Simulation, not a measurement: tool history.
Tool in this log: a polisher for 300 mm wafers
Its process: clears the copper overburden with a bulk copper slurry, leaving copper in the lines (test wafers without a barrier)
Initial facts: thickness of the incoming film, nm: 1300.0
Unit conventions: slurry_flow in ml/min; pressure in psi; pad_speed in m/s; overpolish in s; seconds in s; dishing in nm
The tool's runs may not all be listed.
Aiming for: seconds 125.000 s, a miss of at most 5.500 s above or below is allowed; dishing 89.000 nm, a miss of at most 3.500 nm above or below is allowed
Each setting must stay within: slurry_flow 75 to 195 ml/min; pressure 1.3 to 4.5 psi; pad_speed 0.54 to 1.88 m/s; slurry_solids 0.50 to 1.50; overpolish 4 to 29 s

run,hour,slurry_flow,pressure,pad_speed,slurry_solids,overpolish,seconds,dishing
1,0.0,125,2.9,1.20,1.00,15,96.962,101.770
2,8.6,125,2.9,1.20,1.00,11,94.272,82.358
3,16.2,125,2.9,1.00,1.00,11,116.150,74.625
4,21.9,120,2.9,0.98,1.00,12,116.350,77.842
5,22.7,140,2.9,0.98,1.00,12,113.580,78.332
6,23.8,140,2.9,0.98,0.90,12,117.090,77.071
7,24.9,135,2.9,0.98,0.90,13,119.710,81.294
8,30.0,135,2.9,0.98,0.90,14,117.750,85.227
9,35.2,130,2.9,0.98,0.90,14,118.270,85.286

Exactly one of the 4 candidate moves below puts every result within its allowed miss. Which one?
A,40.4,120,3.4,0.94,0.95,13,?,?
B,40.4,180,2.5,1.08,0.60,16,?,?
C,40.4,115,2.9,1.08,1.05,11,?,?
D,40.4,100,2.8,1.20,0.90,13,?,?

move,seconds,dishing
A,111.630,85.941
B,123.550,89.947
C,105.920,78.339
D,103.730,88.905
A: moves away from the targets compared with the last run
B: hits every target within its allowed miss
C: moves away from the targets compared with the last run
D: moves away from the targets compared with the last run
Go with B: it meets all targets.
